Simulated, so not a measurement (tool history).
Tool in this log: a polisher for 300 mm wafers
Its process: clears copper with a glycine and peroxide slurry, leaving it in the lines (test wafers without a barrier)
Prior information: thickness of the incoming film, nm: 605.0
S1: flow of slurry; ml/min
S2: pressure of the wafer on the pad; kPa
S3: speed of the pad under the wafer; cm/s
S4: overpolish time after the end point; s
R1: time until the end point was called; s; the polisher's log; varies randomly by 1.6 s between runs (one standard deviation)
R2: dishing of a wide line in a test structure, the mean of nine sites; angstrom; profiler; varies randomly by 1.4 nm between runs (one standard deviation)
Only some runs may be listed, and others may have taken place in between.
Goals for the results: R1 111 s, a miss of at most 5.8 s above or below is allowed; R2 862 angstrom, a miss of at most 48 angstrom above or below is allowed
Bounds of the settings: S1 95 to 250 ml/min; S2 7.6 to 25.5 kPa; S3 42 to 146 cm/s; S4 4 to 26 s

Run 1, hour 0: S1 160 ml/min, S2 16.5 kPa, S3 94 cm/s, S4 13 s. Result: R1 156.7 s, R2 403.38 angstrom.
Run 2, hour 2: S1 160 ml/min, S2 17.9 kPa, S3 96 cm/s, S4 14 s. Result: R1 143.15 s, R2 450.52 angstrom.
Run 3, hour 8.6: S1 160 ml/min, S2 18.6 kPa, S3 98 cm/s, S4 16 s. Result: R1 138.41 s, R2 539.91 angstrom.
Run 4, hour 14.2: S1 160 ml/min, S2 19.3 kPa, S3 98 cm/s, S4 17 s. Result: R1 133.52 s, R2 565.47 angstrom.
Run 5, hour 16.2: S1 160 ml/min, S2 22.1 kPa, S3 98 cm/s, S4 17 s. Result: R1 115.96 s, R2 609.39 angstrom.
Run 6, hour 23.4: S1 160 ml/min, S2 22.1 kPa, S3 98 cm/s, S4 14 s. Result: R1 121.12 s, R2 526.99 angstrom.
Run 7, hour 24.8: S1 160 ml/min, S2 22.1 kPa, S3 100 cm/s, S4 16 s. Result: R1 118.65 s, R2 589.75 angstrom.
Run 8, hour 25.4: S1 160 ml/min, S2 22.1 kPa, S3 102 cm/s, S4 17 s. Result: R1 117.11 s, R2 614.19 angstrom.
Run 9, hour 29.1: S1 160 ml/min, S2 22.1 kPa, S3 102 cm/s, S4 17 s. Result: R1 115.34 s, R2 642.92 angstrom.
Run 10, hour 35.6: S1 160 ml/min, S2 22.1 kPa, S3 104 cm/s, S4 18 s. Result: R1 115.93 s, R2 676.26 angstrom.
Run 11, hour 42.7: S1 160 ml/min, S2 22.1 kPa, S3 106 cm/s, S4 19 s. Result: R1 113.06 s, R2 692.87 angstrom.
Run 12, hour 51.5: S1 160 ml/min, S2 22.1 kPa, S3 106 cm/s, S4 19 s. Result: R1 112.03 s, R2 713.13 angstrom.

4 candidate next runs follow, results not yet known. Just one meets every target within its allowed miss. Identify it.
Run A, hour 60.3: S1 190 ml/min, S2 23.4 kPa, S3 106 cm/s, S4 19 s. Result: R1 ?, R2 ?.
Run B, hour 60.3: S1 120 ml/min, S2 20.7 kPa, S3 118 cm/s, S4 24 s. Result: R1 ?, R2 ?.
Run C, hour 60.3: S1 175 ml/min, S2 25.5 kPa, S3 88 cm/s, S4 15 s. Result: R1 ?, R2 ?.
Run D, hour 60.3: S1 105 ml/min, S2 20.7 kPa, S3 116 cm/s, S4 14 s. Result: R1 ?, R2 ?.

move      R1      R2
   A  104.69  746.83
   B  111.84  835.19
   C  115.14  577.52
   D  115.28  536.52
A: closes in on the targets versus the last run, not all within tolerance yet
B: all results in spec
C: lands further from the targets than the last run did
D: lands further from the targets than the last run did
So the answer is move B, the one that meets all the targets.
